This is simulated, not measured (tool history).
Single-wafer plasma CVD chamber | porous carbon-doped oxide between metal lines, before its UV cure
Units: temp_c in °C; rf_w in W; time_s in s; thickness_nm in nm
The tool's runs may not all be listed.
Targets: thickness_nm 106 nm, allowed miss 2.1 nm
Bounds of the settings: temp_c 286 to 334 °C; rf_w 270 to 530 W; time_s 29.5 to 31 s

{"run": 1, "hour": 0.0, "temp_c": 310, "rf_w": 400, "time_s": 31, "thickness_nm": 130.04}
{"run": 2, "hour": 8.9, "temp_c": 300, "rf_w": 400, "time_s": 31, "thickness_nm": 136.61}
{"run": 3, "hour": 13.9, "temp_c": 307, "rf_w": 380, "time_s": 30.9, "thickness_nm": 126.65}
{"run": 4, "hour": 22.9, "temp_c": 313, "rf_w": 370, "time_s": 30.8, "thickness_nm": 120.96}
{"run": 5, "hour": 28.7, "temp_c": 313, "rf_w": 370, "time_s": 31, "thickness_nm": 122.75}
{"run": 6, "hour": 29.5, "temp_c": 313, "rf_w": 335, "time_s": 31, "thickness_nm": 116.13}
{"run": 7, "hour": 33.1, "temp_c": 317, "rf_w": 330, "time_s": 31, "thickness_nm": 113.37}
{"run": 8, "hour": 37.6, "temp_c": 329, "rf_w": 315, "time_s": 31, "thickness_nm": 104.72}

5 next moves are on the table. One of them brings every result within its allowed miss. Which?
{"run": "A", "hour": 42.1, "temp_c": 318, "rf_w": 305, "time_s": 29.5, "thickness_nm": "?"}
{"run": "B", "hour": 42.1, "temp_c": 316, "rf_w": 275, "time_s": 31, "thickness_nm": "?"}
{"run": "C", "hour": 42.1, "temp_c": 324, "rf_w": 345, "time_s": 29.5, "thickness_nm": "?"}
{"run": "D", "hour": 42.1, "temp_c": 326, "rf_w": 295, "time_s": 31, "thickness_nm": "?"}
{"run": "E", "hour": 42.1, "temp_c": 330, "rf_w": 320, "time_s": 29.5, "thickness_nm": "?"}

move=A thickness_nm=101.72
move=B thickness_nm=101.73
move=C thickness_nm=106.21
move=D thickness_nm=101.14
move=E thickness_nm=99.142
A: further off than the last run
B: further off than the last run
C: meets every target
D: further off than the last run
E: further off than the last run
The right move is C.
